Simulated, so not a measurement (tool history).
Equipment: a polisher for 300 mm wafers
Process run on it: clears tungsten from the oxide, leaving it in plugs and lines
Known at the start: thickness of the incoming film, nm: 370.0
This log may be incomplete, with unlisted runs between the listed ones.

run	hour	flow of slurry (ml/min)	pressure of the wafer on the pad (psi)	speed of the pad under the wafer (cm/s)	abrasive content of the slurry	overpolish time after the end point (s)	time until the end point was called (s)
1	0	220	4	116	1	13	59.655
2	7.4	220	4	116	1.15	13	56.757
3	15.5	220	4.2	116	1.15	13	53.967
4	19.5	220	4.4	116	1.15	13	52.512
5	20.1	220	4.4	102	1.15	13	58.641
6	21.5	190	4.4	102	1.15	13	60.496
7	29.9	190	4.4	102	1.15	13	62.838
8	33.8	205	4.6	102	1.15	13	56.699
9	35.3	210	4.8	102	1.15	13	57.374
10	37.3	210	5	106	1.15	13	51.722
11	44.5	210	5.2	106	1.15	13	51.093
12	47.7	210	5.4	108	1.15	13	47.073
13	53.5	210	5.5	108	1.15	13	47.69
14	58.7	210	5.6	110	1.15	13	45.178
15	65.3	210	5.7	110	1.15	13	43.442

Predict the results of run 16:
16	69.9	210	5.8	110	1.15	13	?

Run 16 gave time until the end point was called (s) 43.821.

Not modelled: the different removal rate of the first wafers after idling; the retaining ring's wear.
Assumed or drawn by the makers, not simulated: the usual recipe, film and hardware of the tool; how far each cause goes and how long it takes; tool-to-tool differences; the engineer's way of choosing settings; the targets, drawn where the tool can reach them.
